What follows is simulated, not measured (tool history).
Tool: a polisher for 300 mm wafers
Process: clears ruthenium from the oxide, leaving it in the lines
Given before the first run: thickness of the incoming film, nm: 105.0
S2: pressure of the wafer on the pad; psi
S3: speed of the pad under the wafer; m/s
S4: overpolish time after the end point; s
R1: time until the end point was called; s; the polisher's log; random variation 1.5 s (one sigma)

run 1 day=0.000 | flow_of_slurry_(ml/min)=170 S2=1.8 S3=0.90 S4=21 | R1=146.20
run 2 day=0.346 | flow_of_slurry_(ml/min)=170 S2=2.1 S3=0.90 S4=21 | R1=126.48
run 3 day=0.542 | flow_of_slurry_(ml/min)=170 S2=2.1 S3=0.90 S4=22 | R1=126.67
run 4 day=0.800 | flow_of_slurry_(ml/min)=170 S2=1.8 S3=0.90 S4=22 | R1=150.54
-- day=0.879 head pressure recalibrated
run 5 day=0.879 | flow_of_slurry_(ml/min)=170 S2=1.9 S3=0.90 S4=22 | R1=125.94
run 6 day=1.129 | flow_of_slurry_(ml/min)=170 S2=2.0 S3=0.90 S4=22 | R1=119.15
run 7 day=1.288 | flow_of_slurry_(ml/min)=170 S2=2.1 S3=0.90 S4=22 | R1=111.25

Expected results for the next run?
run 8 day=1.612 | flow_of_slurry_(ml/min)=170 S2=2.2 S3=0.90 S4=22 | R1=?

{"run 8": {"R1": 106.79}}
